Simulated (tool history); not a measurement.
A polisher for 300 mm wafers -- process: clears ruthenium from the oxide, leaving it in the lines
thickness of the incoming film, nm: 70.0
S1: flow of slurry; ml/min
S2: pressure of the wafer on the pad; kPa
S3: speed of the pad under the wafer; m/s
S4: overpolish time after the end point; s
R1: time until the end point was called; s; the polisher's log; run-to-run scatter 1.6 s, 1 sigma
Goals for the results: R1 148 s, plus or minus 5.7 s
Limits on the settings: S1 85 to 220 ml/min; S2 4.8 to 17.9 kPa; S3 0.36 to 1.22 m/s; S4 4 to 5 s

run 1 hour=0 | S1=140 S2=11 S3=0.78 S4=5 | R1=99.964
run 2 hour=4.1 | S1=140 S2=11 S3=0.96 S4=5 | R1=81.369
run 3 hour=7.6 | S1=160 S2=11 S3=0.96 S4=5 | R1=80.849
run 4 hour=8.8 | S1=160 S2=9.7 S3=0.96 S4=5 | R1=92.028
run 5 hour=13.2 | S1=160 S2=9.7 S3=1.12 S4=5 | R1=78.173
run 6 hour=21 | S1=135 S2=9.7 S3=1.12 S4=5 | R1=80.452
run 7 hour=22 | S1=135 S2=9 S3=1.1 S4=5 | R1=87.731
run 8 hour=29.3 | S1=135 S2=8.3 S3=1.08 S4=5 | R1=96.616
run 9 hour=35.9 | S1=120 S2=4.8 S3=1 S4=5 | R1=174.63
run 10 hour=36.7 | S1=125 S2=4.8 S3=1 S4=5 | R1=175.81
-- hour=42.5 head pressure recalibrated
run 11 hour=42.5 | S1=130 S2=4.8 S3=1 S4=5 | R1=194.25

Which one of the following 4 next-run settings gets every result inside its allowed miss? There is exactly one.
run A hour=48.3 | S1=125 S2=6.9 S3=1 S4=5 | R1=?
run B hour=48.3 | S1=140 S2=5.5 S3=1.06 S4=5 | R1=?
run C hour=48.3 | S1=125 S2=5.5 S3=1.16 S4=4 | R1=?
run D hour=48.3 | S1=125 S2=4.8 S3=0.78 S4=5 | R1=?

move=A R1=137.82
move=B R1=157.44
move=C R1=147.26
move=D R1=245.78
A: moves the result that the last run missed by most past its target, out the other side
B: gains on the last run, yet a result remains outside its allowed miss
C: meets every target
D: further off than the last run
C is the move that brings every result within its allowed miss.
